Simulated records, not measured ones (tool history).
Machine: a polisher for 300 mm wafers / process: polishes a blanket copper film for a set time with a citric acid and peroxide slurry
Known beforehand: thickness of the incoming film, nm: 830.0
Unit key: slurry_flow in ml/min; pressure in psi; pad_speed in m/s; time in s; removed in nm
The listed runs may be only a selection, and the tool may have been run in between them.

{"run": 1, "hour": 0.0, "slurry_flow": 240, "pressure": 2.0, "pad_speed": 1.2, "slurry_solids": 1.0, "time": 54, "removed": 93.426}
{"run": 2, "hour": 2.1, "slurry_flow": 240, "pressure": 2.4, "pad_speed": 1.2, "slurry_solids": 1.0, "time": 54, "removed": 109.45}
{"run": 3, "hour": 11.1, "slurry_flow": 240, "pressure": 2.5, "pad_speed": 1.22, "slurry_solids": 1.0, "time": 54, "removed": 116.61}
{"run": 4, "hour": 18.6, "slurry_flow": 240, "pressure": 2.5, "pad_speed": 1.22, "slurry_solids": 1.0, "time": 49, "removed": 104.22}
{"run": 5, "hour": 26.1, "slurry_flow": 240, "pressure": 2.5, "pad_speed": 1.22, "slurry_solids": 0.8, "time": 49, "removed": 100.5}
{"run": 6, "hour": 28.5, "slurry_flow": 240, "pressure": 2.6, "pad_speed": 1.26, "slurry_solids": 0.8, "time": 49, "removed": 109.37}
{"run": 7, "hour": 33.8, "slurry_flow": 240, "pressure": 2.7, "pad_speed": 1.28, "slurry_solids": 0.8, "time": 49, "removed": 115.28}
{"run": 8, "hour": 41.2, "slurry_flow": 240, "pressure": 2.8, "pad_speed": 1.3, "slurry_solids": 0.8, "time": 49, "removed": 119.46}
{"run": 9, "hour": 45.2, "slurry_flow": 240, "pressure": 2.9, "pad_speed": 1.34, "slurry_solids": 0.8, "time": 49, "removed": 127.51}
{"run": 10, "hour": 51.9, "slurry_flow": 240, "pressure": 2.9, "pad_speed": 1.36, "slurry_solids": 0.8, "time": 49, "removed": 130.71}
{"run": 11, "hour": 56.1, "slurry_flow": 240, "pressure": 2.9, "pad_speed": 1.38, "slurry_solids": 0.8, "time": 49, "removed": 130.29}
{"run": 12, "hour": 58.1, "slurry_flow": 240, "pressure": 2.9, "pad_speed": 1.4, "slurry_solids": 0.8, "time": 49, "removed": 132.94}
{"run": 13, "hour": 59.5, "slurry_flow": 240, "pressure": 2.9, "pad_speed": 1.42, "slurry_solids": 0.8, "time": 49, "removed": 135.17}
{"run": 14, "hour": 60.7, "slurry_flow": 240, "pressure": 2.9, "pad_speed": 1.44, "slurry_solids": 0.8, "time": 49, "removed": 136.73}
{"run": 15, "hour": 67.7, "slurry_flow": 240, "pressure": 3.0, "pad_speed": 1.46, "slurry_solids": 0.8, "time": 49, "removed": 141.37}

Run 16 has not been measured yet. What should we expect?
{"run": 16, "hour": 76.0, "slurry_flow": 240, "pressure": 3.0, "pad_speed": 1.48, "slurry_solids": 0.8, "time": 49, "removed": "?"}

Run 16 yielded removed 144.340 nm.
